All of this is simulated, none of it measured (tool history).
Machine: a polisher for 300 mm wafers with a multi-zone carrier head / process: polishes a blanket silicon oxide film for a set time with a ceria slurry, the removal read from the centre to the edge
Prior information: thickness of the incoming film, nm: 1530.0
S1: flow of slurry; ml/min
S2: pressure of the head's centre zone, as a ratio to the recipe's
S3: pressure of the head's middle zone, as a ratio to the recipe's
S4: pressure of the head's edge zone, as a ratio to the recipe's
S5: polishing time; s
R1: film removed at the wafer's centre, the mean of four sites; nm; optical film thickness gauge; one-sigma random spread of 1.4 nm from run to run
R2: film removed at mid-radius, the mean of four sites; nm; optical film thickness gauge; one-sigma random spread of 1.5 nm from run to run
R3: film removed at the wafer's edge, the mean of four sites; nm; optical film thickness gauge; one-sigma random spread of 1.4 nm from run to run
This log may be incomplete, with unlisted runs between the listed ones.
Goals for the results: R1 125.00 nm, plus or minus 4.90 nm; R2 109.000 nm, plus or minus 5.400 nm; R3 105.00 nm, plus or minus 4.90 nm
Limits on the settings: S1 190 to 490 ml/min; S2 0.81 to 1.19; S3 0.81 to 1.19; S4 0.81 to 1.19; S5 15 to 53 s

run  hour   S1    S2    S3    S4  S5      R1       R2      R3
  1   0.0  315  1.00  1.00  1.00  34  135.63  130.870  128.60
  2   8.8  315  1.00  0.96  1.00  34  130.72  126.530  127.52
  3  10.9  385  1.00  0.96  1.00  34  135.17  127.080  130.54
  4  19.0  385  1.00  0.96  1.00  26  104.50   95.665  100.78
  5  22.8  385  1.00  1.04  1.00  26  105.83  104.780  100.31
  6  26.2  385  1.00  1.04  1.06  26  103.59  102.560  101.20
  7  30.3  385  1.04  1.04  1.05  26  107.84  103.190  101.47
  8  34.8  385  1.07  1.04  1.04  26  109.10  104.760  101.31
  9  43.8  390  1.11  1.02  1.02  26  113.91  103.150  101.31
 10  52.5  390  1.13  1.02  1.01  26  119.45  103.190  100.02
 11  59.7  390  1.13  1.02  1.02  26  119.24  102.310  102.31
 12  63.2  390  1.14  1.03  1.02  26  117.70  103.220  100.69
 13  68.2  390  1.15  1.03  1.02  26  120.86  103.410  101.95

Exactly one of the 5 candidate moves below puts every result within its allowed miss. Which one?
  A  73.2  375  1.14  1.05  1.02  27   ?   ?   ?
  B  73.2  405  1.19  1.02  0.98  28   ?   ?   ?
  C  73.2  390  1.17  0.92  1.05  27   ?   ?   ?
  D  73.2  365  1.19  0.85  0.98  28   ?   ?   ?
  E  73.2  305  1.19  0.89  0.94  29   ?   ?   ?

move      R1       R2      R3
   A  121.60  107.460  104.05
   B  132.54  109.760  106.58
   C  125.17   98.025  105.81
   D  131.19   95.681  106.10
   E  133.37  100.570  106.49
A: meets every target
B: the worst result of the last run now meets its target, but another is out of spec
C: further off than the last run
D: further off than the last run
E: further off than the last run
The move that meets every target is A.
